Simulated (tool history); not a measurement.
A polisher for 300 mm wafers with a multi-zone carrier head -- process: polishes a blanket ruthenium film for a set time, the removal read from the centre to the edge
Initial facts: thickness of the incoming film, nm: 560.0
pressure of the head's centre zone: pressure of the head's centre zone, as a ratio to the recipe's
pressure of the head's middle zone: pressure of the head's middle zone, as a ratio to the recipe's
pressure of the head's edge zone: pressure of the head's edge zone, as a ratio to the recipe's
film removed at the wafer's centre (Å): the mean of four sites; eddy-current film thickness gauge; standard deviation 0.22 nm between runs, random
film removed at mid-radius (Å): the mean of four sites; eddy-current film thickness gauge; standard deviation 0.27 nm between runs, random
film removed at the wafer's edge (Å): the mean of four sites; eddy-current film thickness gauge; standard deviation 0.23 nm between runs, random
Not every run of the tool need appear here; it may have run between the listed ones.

run  hour  flow of slurry (ml/min)  pressure of the head's centre zone  pressure of the head's middle zone  pressure of the head's edge zone  polishing time (s)  film removed at the wafer's centre (Å)  film removed at mid-radius (Å)  film removed at the wafer's edge (Å)
  1     0                      310                                   1                                   1                                 1                  38                                  282.61                          282.31                                 280.8
  2   4.3                      310                                0.96                                   1                                 1                  38                                  269.01                          287.63                                281.62
  3  10.8                      310                                0.96                                   1                                 1                  42                                  296.42                           315.5                                 317.9
  4  14.5                      310                                0.96                                   1                                 1                  37                                  264.36                          278.73                                276.29
  5  20.6                      310                                0.96                                   1                                 1                  33                                  233.71                          244.84                                248.86
  6  23.7                      275                                0.96                                   1                                 1                  33                                  229.34                          248.03                                249.29
  7  31.8                      285                                0.96                                0.99                              0.97                  32                                  227.71                           237.8                                233.72

Predict the results of run 8:
  8  32.4                      275                                0.95                                0.94                              0.94                  31                                       ?                               ?                                     ?

film removed at the wafer's centre (Å): 213.27
film removed at mid-radius (Å): 217.99
film removed at the wafer's edge (Å): 226.6
